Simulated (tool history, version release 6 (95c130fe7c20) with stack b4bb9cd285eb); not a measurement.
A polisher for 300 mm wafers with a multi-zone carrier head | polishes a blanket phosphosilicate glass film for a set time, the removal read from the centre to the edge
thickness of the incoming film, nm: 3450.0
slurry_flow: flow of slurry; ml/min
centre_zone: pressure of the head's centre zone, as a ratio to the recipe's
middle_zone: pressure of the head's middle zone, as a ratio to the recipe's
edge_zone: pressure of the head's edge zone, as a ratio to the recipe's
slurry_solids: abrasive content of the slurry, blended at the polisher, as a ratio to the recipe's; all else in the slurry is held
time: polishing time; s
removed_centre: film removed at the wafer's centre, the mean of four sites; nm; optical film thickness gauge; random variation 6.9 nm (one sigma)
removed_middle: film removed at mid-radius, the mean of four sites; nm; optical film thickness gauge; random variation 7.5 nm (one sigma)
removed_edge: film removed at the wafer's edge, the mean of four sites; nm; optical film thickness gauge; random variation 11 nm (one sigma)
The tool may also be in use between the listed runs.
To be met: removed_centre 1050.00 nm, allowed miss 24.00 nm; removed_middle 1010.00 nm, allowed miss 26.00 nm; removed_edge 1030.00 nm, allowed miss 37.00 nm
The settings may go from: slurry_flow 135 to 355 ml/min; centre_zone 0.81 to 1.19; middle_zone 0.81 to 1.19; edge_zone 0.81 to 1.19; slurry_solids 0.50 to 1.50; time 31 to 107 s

run,hour,slurry_flow,centre_zone,middle_zone,edge_zone,slurry_solids,time,removed_centre,removed_middle,removed_edge
1,0.0,225,1.00,1.00,1.00,1.00,69,801.32,721.35,703.72
2,7.2,225,1.00,1.00,1.00,0.90,69,772.76,697.59,673.92
3,11.3,230,1.00,1.02,1.05,1.10,70,835.80,756.89,746.83
4,12.5,230,0.95,1.02,1.05,1.10,70,792.66,760.98,754.41
5,18.8,235,0.95,1.03,1.08,1.20,73,845.98,835.68,799.78
6,19.9,220,0.95,1.01,1.11,1.30,76,892.73,857.00,864.36
7,26.5,235,0.95,1.01,1.13,1.35,78,939.89,894.17,918.57
# hour 32.7: centre zone pressure recalibrated
8,32.7,255,0.95,1.02,1.15,1.40,78,860.19,919.01,935.41
9,38.0,240,0.96,1.03,1.16,1.45,80,893.74,963.05,971.31
10,45.3,240,0.99,1.02,1.15,1.45,81,948.45,952.41,971.74
11,52.4,240,0.99,1.02,1.14,1.45,82,944.28,965.29,982.06
12,60.0,225,0.99,1.02,1.13,1.45,83,960.94,970.18,989.08

Which of these 5 next moves meets every target?
A,67.6,255,1.01,0.98,1.07,1.25,91,?,?,?
B,67.6,225,0.93,0.85,1.19,1.50,92,?,?,?
C,67.6,260,0.94,0.90,1.13,1.45,94,?,?,?
D,67.6,280,0.91,0.97,1.19,1.50,82,?,?,?
E,67.6,305,0.96,1.10,1.19,1.50,72,?,?,?

move,removed_centre,removed_middle,removed_edge
A,1043.30,1014.20,1008.40
B,1003.50,944.61,1122.40
C,1047.50,1020.20,1120.00
D,901.40,964.36,1018.50
E,844.15,950.03,898.63
A: meets every target
B: nearer than the last run, and not there yet
C: brings the result that was furthest off to its target, and leaves another outside
D: further off than the last run
E: further off than the last run
Answer: A
